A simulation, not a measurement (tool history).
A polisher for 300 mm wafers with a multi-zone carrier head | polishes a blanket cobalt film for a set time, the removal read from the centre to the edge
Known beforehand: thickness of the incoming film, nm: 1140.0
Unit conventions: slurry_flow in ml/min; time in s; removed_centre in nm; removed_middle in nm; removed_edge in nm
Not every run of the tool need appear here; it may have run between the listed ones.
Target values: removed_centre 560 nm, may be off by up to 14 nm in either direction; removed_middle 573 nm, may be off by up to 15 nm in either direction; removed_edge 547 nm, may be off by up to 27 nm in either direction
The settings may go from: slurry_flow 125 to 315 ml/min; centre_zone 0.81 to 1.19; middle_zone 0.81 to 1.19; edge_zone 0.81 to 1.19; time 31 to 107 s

{"run": 1, "hour": 0.0, "slurry_flow": 205, "centre_zone": 1, "middle_zone": 1, "edge_zone": 1, "time": 69, "removed_centre": 409.31, "removed_middle": 402.96, "removed_edge": 406.02}
{"run": 2, "hour": 3.6, "slurry_flow": 205, "centre_zone": 1, "middle_zone": 1, "edge_zone": 0.94, "time": 69, "removed_centre": 408.29, "removed_middle": 401.94, "removed_edge": 386.23}
{"run": 3, "hour": 5.2, "slurry_flow": 180, "centre_zone": 1, "middle_zone": 1, "edge_zone": 0.94, "time": 69, "removed_centre": 396.11, "removed_middle": 391.66, "removed_edge": 383.72}
{"run": 4, "hour": 11.0, "slurry_flow": 195, "centre_zone": 1.02, "middle_zone": 1.04, "edge_zone": 1, "time": 72, "removed_centre": 426.55, "removed_middle": 429.05, "removed_edge": 418.86}
{"run": 5, "hour": 14.9, "slurry_flow": 195, "centre_zone": 1.02, "middle_zone": 1.04, "edge_zone": 0.96, "time": 72, "removed_centre": 428.44, "removed_middle": 430.38, "removed_edge": 420.48}
{"run": 6, "hour": 19.8, "slurry_flow": 195, "centre_zone": 1.02, "middle_zone": 1.04, "edge_zone": 1.03, "time": 72, "removed_centre": 434.19, "removed_middle": 431.67, "removed_edge": 424.92}
{"run": 7, "hour": 21.0, "slurry_flow": 215, "centre_zone": 1.04, "middle_zone": 1.07, "edge_zone": 1.07, "time": 74, "removed_centre": 457.32, "removed_middle": 459.47, "removed_edge": 447.52}
{"run": 8, "hour": 27.5, "slurry_flow": 220, "centre_zone": 1.05, "middle_zone": 1.09, "edge_zone": 1.1, "time": 77, "removed_centre": 474.57, "removed_middle": 491.5, "removed_edge": 475.27}
{"run": 9, "hour": 28.1, "slurry_flow": 230, "centre_zone": 1.07, "middle_zone": 1.1, "edge_zone": 1.12, "time": 79, "removed_centre": 506.96, "removed_middle": 509.1, "removed_edge": 492.71}
{"run": 10, "hour": 29.0, "slurry_flow": 240, "centre_zone": 1.08, "middle_zone": 1.11, "edge_zone": 1.14, "time": 80, "removed_centre": 522.11, "removed_middle": 524.1, "removed_edge": 504.77}
{"run": 11, "hour": 36.9, "slurry_flow": 245, "centre_zone": 1.08, "middle_zone": 1.12, "edge_zone": 1.15, "time": 81, "removed_centre": 533.5, "removed_middle": 534.06, "removed_edge": 516.85}
{"run": 12, "hour": 45.8, "slurry_flow": 255, "centre_zone": 1.08, "middle_zone": 1.13, "edge_zone": 1.16, "time": 81, "removed_centre": 527.09, "removed_middle": 538.96, "removed_edge": 519.45}
{"run": 13, "hour": 50.6, "slurry_flow": 255, "centre_zone": 1.09, "middle_zone": 1.14, "edge_zone": 1.17, "time": 82, "removed_centre": 546.79, "removed_middle": 546.29, "removed_edge": 523.88}
{"run": 14, "hour": 56.3, "slurry_flow": 260, "centre_zone": 1.09, "middle_zone": 1.14, "edge_zone": 1.18, "time": 83, "removed_centre": 557.83, "removed_middle": 555.81, "removed_edge": 536.06}

Next run, 5 choices. One meets every target within its allowed miss, the rest don't. Which?
{"run": "A", "hour": 62.0, "slurry_flow": 225, "centre_zone": 1.07, "middle_zone": 1.05, "edge_zone": 1.02, "time": 86, "removed_centre": "?", "removed_middle": "?", "removed_edge": "?"}
{"run": "B", "hour": 62.0, "slurry_flow": 175, "centre_zone": 1.13, "middle_zone": 1.11, "edge_zone": 1.16, "time": 86, "removed_centre": "?", "removed_middle": "?", "removed_edge": "?"}
{"run": "C", "hour": 62.0, "slurry_flow": 315, "centre_zone": 1.02, "middle_zone": 1.08, "edge_zone": 1.08, "time": 87, "removed_centre": "?", "removed_middle": "?", "removed_edge": "?"}
{"run": "D", "hour": 62.0, "slurry_flow": 290, "centre_zone": 1.09, "middle_zone": 1.08, "edge_zone": 1.19, "time": 82, "removed_centre": "?", "removed_middle": "?", "removed_edge": "?"}
{"run": "E", "hour": 62.0, "slurry_flow": 255, "centre_zone": 1.04, "middle_zone": 1.15, "edge_zone": 1.14, "time": 84, "removed_centre": "?", "removed_middle": "?", "removed_edge": "?"}

move=A removed_centre=554.48 removed_middle=535.25 removed_edge=515.84
move=B removed_centre=559.98 removed_middle=538.69 removed_edge=532.97
move=C removed_centre=558.24 removed_middle=576.71 removed_edge=552.35
move=D removed_centre=557.43 removed_middle=538.82 removed_edge=543.24
move=E removed_centre=536.26 removed_middle=574.38 removed_edge=537.98
A: further off than the last run
B: further off than the last run
C: each result inside its tolerance
D: further off than the last run
E: meets the target for the result that was furthest off, but another lies outside its allowed miss
Correct choice: C, which meets every target
